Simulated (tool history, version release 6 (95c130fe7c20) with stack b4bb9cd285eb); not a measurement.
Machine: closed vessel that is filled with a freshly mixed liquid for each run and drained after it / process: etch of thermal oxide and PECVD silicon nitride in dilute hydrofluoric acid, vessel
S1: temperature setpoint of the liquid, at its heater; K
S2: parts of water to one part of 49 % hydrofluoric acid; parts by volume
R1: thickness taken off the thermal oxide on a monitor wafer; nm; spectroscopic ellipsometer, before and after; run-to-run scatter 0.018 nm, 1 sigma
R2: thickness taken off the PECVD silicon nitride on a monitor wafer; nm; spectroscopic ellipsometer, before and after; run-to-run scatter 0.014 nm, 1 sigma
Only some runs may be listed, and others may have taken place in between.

{"run": 1, "day": 0.0, "S1": 295.15, "S2": 220, "time in the liquid (s)": 295, "R1": 5.3135, "R2": 6.9046}
{"run": 2, "day": 0.358, "S1": 295.15, "S2": 160, "time in the liquid (s)": 295, "R1": 7.7077, "R2": 9.4123}
{"run": 3, "day": 0.471, "S1": 292.15, "S2": 160, "time in the liquid (s)": 295, "R1": 6.9006, "R2": 7.722}
{"run": 4, "day": 0.742, "S1": 293.15, "S2": 200, "time in the liquid (s)": 300, "R1": 5.5612, "R2": 6.702}
{"run": 5, "day": 0.933, "S1": 293.15, "S2": 160, "time in the liquid (s)": 300, "R1": 7.2779, "R2": 8.3832}
{"run": 6, "day": 1.154, "S1": 293.65, "S2": 195, "time in the liquid (s)": 305, "R1": 5.9664, "R2": 7.2861}
{"run": 7, "day": 1.358, "S1": 294.15, "S2": 225, "time in the liquid (s)": 315, "R1": 5.2682, "R2": 6.7815}
{"run": 8, "day": 1.425, "S1": 294.65, "S2": 250, "time in the liquid (s)": 325, "R1": 4.8731, "R2": 6.4672}
{"run": 9, "day": 1.646, "S1": 294.65, "S2": 250, "time in the liquid (s)": 325, "R1": 4.8675, "R2": 6.4739}
{"run": 10, "day": 1.938, "S1": 295.15, "S2": 275, "time in the liquid (s)": 330, "R1": 4.4828, "R2": 6.2066}

Predict the results of run 11:
{"run": 11, "day": 1.996, "S1": 296.65, "S2": 365, "time in the liquid (s)": 330, "R1": "?", "R2": "?"}

R1: 3.2415 nm
R2: 5.1592 nm
